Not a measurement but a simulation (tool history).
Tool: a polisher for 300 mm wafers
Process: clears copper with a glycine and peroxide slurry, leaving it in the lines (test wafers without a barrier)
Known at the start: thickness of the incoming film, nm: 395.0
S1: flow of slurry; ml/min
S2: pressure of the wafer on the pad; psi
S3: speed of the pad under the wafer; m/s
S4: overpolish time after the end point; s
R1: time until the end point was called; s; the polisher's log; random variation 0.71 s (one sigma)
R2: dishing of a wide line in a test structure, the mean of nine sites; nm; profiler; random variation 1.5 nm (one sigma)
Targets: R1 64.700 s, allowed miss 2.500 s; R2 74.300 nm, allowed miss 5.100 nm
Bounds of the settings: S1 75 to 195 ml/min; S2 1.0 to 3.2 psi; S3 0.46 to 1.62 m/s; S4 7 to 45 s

run    day   S1   S2    S3  S4      R1      R2
  1  0.000  125  2.1  1.04  23  76.338  61.608
  2  0.358  125  2.1  0.90  23  85.494  57.668
  3  0.667  125  1.8  0.90  23  92.259  53.607
  4  0.854  125  1.8  1.06  23  82.906  56.134
  5  1.083  125  1.8  1.26  23  73.754  62.567
  6  1.354  125  1.8  1.26  17  73.626  49.064
  7  1.483  125  1.9  1.26  18  71.415  53.692
  8  1.821  125  1.9  1.26  19  72.384  54.831
  9  1.971  125  1.9  1.26  20  71.930  58.965
 10  2.133  130  1.9  1.26  21  70.275  61.072
 11  2.312  135  1.9  1.26  21  71.472  60.538

Which of these 5 next moves meets every target?
  A  2.492  150  1.8  1.26  14   ?   ?
  B  2.492  140  1.6  1.18  22   ?   ?
  C  2.492  145  2.1  1.26  16   ?   ?
  D  2.492  150  2.0  1.34  26   ?   ?
  E  2.492  135  1.7  1.22  26   ?   ?

move      R1      R2
   A  71.983  45.517
   B  81.364  57.099
   C  66.164  53.828
   D  64.821  73.369
   E  77.562  65.535
A: further off than the last run
B: further off than the last run
C: brings the result that was furthest off to its target, and leaves another outside
D: meets every target
E: further off than the last run
Answer: D
